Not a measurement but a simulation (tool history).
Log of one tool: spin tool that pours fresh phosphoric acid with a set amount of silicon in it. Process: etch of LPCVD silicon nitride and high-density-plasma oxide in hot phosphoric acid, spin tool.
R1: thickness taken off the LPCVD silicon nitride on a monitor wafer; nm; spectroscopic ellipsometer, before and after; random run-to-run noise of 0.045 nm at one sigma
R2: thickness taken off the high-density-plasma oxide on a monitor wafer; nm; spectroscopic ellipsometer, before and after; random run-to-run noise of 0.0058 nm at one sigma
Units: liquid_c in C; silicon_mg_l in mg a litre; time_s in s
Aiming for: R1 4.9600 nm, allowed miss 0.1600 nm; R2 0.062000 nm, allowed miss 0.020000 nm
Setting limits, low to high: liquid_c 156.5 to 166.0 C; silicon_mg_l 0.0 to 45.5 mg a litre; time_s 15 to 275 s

Run 1, hour 0.0: liquid_c 161.0 C, silicon_mg_l 20.0 mg a litre, time_s 140 s. Result: R1 14.8240 nm, R2 0.439540 nm.
Run 2, hour 6.4: liquid_c 162.0 C, silicon_mg_l 20.0 mg a litre, time_s 140 s. Result: R1 15.1010 nm, R2 0.411890 nm.
Run 3, hour 14.5: liquid_c 162.0 C, silicon_mg_l 20.0 mg a litre, time_s 95 s. Result: R1 10.1880 nm, R2 0.280070 nm.
Run 4, hour 20.6: liquid_c 161.5 C, silicon_mg_l 28.0 mg a litre, time_s 70 s. Result: R1 7.3608 nm, R2 0.174210 nm.
Run 5, hour 22.3: liquid_c 160.0 C, silicon_mg_l 28.0 mg a litre, time_s 70 s. Result: R1 7.1570 nm, R2 0.169860 nm.
Run 6, hour 27.4: liquid_c 160.0 C, silicon_mg_l 28.0 mg a litre, time_s 45 s. Result: R1 4.5913 nm, R2 0.087408 nm.
Run 7, hour 35.7: liquid_c 160.0 C, silicon_mg_l 33.5 mg a litre, time_s 45 s. Result: R1 4.5073 nm, R2 0.070010 nm.
Run 8, hour 40.7: liquid_c 160.5 C, silicon_mg_l 35.5 mg a litre, time_s 50 s. Result: R1 5.1095 nm, R2 0.098577 nm.
Run 9, hour 48.4: liquid_c 158.5 C, silicon_mg_l 45.5 mg a litre, time_s 55 s. Result: R1 5.3923 nm, R2 0.037440 nm.
Run 10, hour 54.2: liquid_c 159.0 C, silicon_mg_l 34.0 mg a litre, time_s 45 s. Result: R1 4.4396 nm, R2 0.068241 nm.
Run 11, hour 60.3: liquid_c 159.5 C, silicon_mg_l 36.0 mg a litre, time_s 45 s. Result: R1 4.4816 nm, R2 0.068815 nm.
Run 12, hour 68.1: liquid_c 160.0 C, silicon_mg_l 38.5 mg a litre, time_s 45 s. Result: R1 4.6150 nm, R2 0.055902 nm.
Run 13, hour 75.8: liquid_c 160.5 C, silicon_mg_l 38.5 mg a litre, time_s 45 s. Result: R1 4.6609 nm, R2 0.068643 nm.
Run 14, hour 79.6: liquid_c 160.5 C, silicon_mg_l 39.5 mg a litre, time_s 45 s. Result: R1 4.6267 nm, R2 0.048188 nm.
Run 15, hour 81.1: liquid_c 161.0 C, silicon_mg_l 38.5 mg a litre, time_s 45 s. Result: R1 4.7064 nm, R2 0.065588 nm.
Run 16, hour 81.7: liquid_c 161.0 C, silicon_mg_l 39.0 mg a litre, time_s 45 s. Result: R1 4.6463 nm, R2 0.064858 nm.
Run 17, hour 84.1: liquid_c 161.0 C, silicon_mg_l 39.5 mg a litre, time_s 45 s. Result: R1 4.7349 nm, R2 0.060402 nm.
Run 18, hour 92.6: liquid_c 162.0 C, silicon_mg_l 41.5 mg a litre, time_s 50 s. Result: R1 5.4858 nm, R2 0.065543 nm.
Run 19, hour 100.8: liquid_c 161.5 C, silicon_mg_l 41.0 mg a litre, time_s 50 s. Result: R1 5.3965 nm, R2 0.055500 nm.
Run 20, hour 104.5: liquid_c 161.0 C, silicon_mg_l 29.5 mg a litre, time_s 40 s. Result: R1 4.2166 nm, R2 0.083251 nm.
Run 21, hour 108.6: liquid_c 161.5 C, silicon_mg_l 33.0 mg a litre, time_s 40 s. Result: R1 4.2664 nm, R2 0.080211 nm.

Of the 4 settings listed for the next run, only one would bring every result within its allowed miss of target. Which one?
Run A, hour 112.7: liquid_c 162.0 C, silicon_mg_l 19.0 mg a litre, time_s 45 s. Result: R1 ?, R2 ?.
Run B, hour 112.7: liquid_c 163.0 C, silicon_mg_l 45.5 mg a litre, time_s 50 s. Result: R1 ?, R2 ?.
Run C, hour 112.7: liquid_c 159.0 C, silicon_mg_l 10.0 mg a litre, time_s 35 s. Result: R1 ?, R2 ?.
Run D, hour 112.7: liquid_c 159.5 C, silicon_mg_l 40.5 mg a litre, time_s 50 s. Result: R1 ?, R2 ?.

move      R1        R2
   A  4.8685  0.148480
   B  5.5920  0.051528
   C  3.4244  0.115640
   D  4.9752  0.055247
A: meets the target for the result that was furthest off, but another lies outside its allowed miss
B: carries the result that was furthest off beyond its target, to the other side
C: lands further from the targets than the last run did
D: all results in spec
Go with D: it meets all targets.

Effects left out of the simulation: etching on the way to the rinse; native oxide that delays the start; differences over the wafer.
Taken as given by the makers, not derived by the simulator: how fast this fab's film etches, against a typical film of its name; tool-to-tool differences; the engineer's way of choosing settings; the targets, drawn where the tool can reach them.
